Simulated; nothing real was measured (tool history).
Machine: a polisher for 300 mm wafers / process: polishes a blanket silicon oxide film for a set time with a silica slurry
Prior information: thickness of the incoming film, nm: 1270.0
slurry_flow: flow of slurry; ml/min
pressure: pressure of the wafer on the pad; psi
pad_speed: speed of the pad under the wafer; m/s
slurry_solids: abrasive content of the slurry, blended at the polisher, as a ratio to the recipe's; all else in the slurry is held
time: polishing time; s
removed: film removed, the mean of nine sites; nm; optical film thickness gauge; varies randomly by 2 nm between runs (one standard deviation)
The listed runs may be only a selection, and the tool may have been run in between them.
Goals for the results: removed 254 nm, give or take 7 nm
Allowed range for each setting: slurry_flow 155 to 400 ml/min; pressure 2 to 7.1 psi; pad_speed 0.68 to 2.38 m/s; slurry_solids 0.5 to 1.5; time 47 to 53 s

run  hour  slurry_flow  pressure  pad_speed  slurry_solids  time  removed
  1     0          255       4.5       1.52              1    53   198.23
  2   2.9          255       4.5       1.52              1    53   195.66
  3   5.6          260       4.8       1.52              1    53   208.29
  4  13.2          260       4.8       1.52              1    47   184.16
  5  21.3          260       5.4       1.52              1    47   204.63
  6  24.3          260       5.4       1.38              1    47   192.93
  7  31.9          260       5.9       1.38              1    47   212.09
  8    35          260       6.2       1.38              1    47   220.05
  9  38.3          260       6.5       1.38              1    47   232.11
 10  42.1          260       6.7       1.38              1    47   236.93

Next run, 4 choices. One meets every target within its allowed miss, the rest don't. Which?
  A  45.9          285       7.1       1.12           0.95    51        ?
  B  45.9          245       5.5       1.78           1.15    47        ?
  C  45.9          180       5.5       1.36           1.35    50        ?
  D  45.9          250       7.1       1.28           1.05    52        ?

move  removed
   A   227.01
   B   255.07
   C    224.4
   D   267.17
A: further off than the last run
B: hits every target within its allowed miss
C: further off than the last run
D: takes the biggest miss from the last run beyond its target
Go with B: it meets all targets.
